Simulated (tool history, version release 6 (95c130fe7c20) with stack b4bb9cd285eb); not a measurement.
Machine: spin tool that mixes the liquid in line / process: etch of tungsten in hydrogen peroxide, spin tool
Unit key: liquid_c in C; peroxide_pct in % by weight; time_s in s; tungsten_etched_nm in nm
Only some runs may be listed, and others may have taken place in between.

run 1 day=0 | liquid_c=53 peroxide_pct=20 time_s=75 | tungsten_etched_nm=92.53
run 2 day=0.271 | liquid_c=57 peroxide_pct=20 time_s=75 | tungsten_etched_nm=119.19
run 3 day=0.429 | liquid_c=57 peroxide_pct=16 time_s=75 | tungsten_etched_nm=106.88
run 4 day=0.45 | liquid_c=57 peroxide_pct=16 time_s=75 | tungsten_etched_nm=106.05
run 5 day=0.662 | liquid_c=54.5 peroxide_pct=16 time_s=75 | tungsten_etched_nm=91.272
run 6 day=1.033 | liquid_c=54.5 peroxide_pct=16 time_s=80 | tungsten_etched_nm=96.858
run 7 day=1.254 | liquid_c=52.5 peroxide_pct=16 time_s=80 | tungsten_etched_nm=86.973

What does the tool deliver on the next run?
run 8 day=1.362 | liquid_c=51 peroxide_pct=16 time_s=80 | tungsten_etched_nm=?

tungsten_etched_nm: 79.076 nm
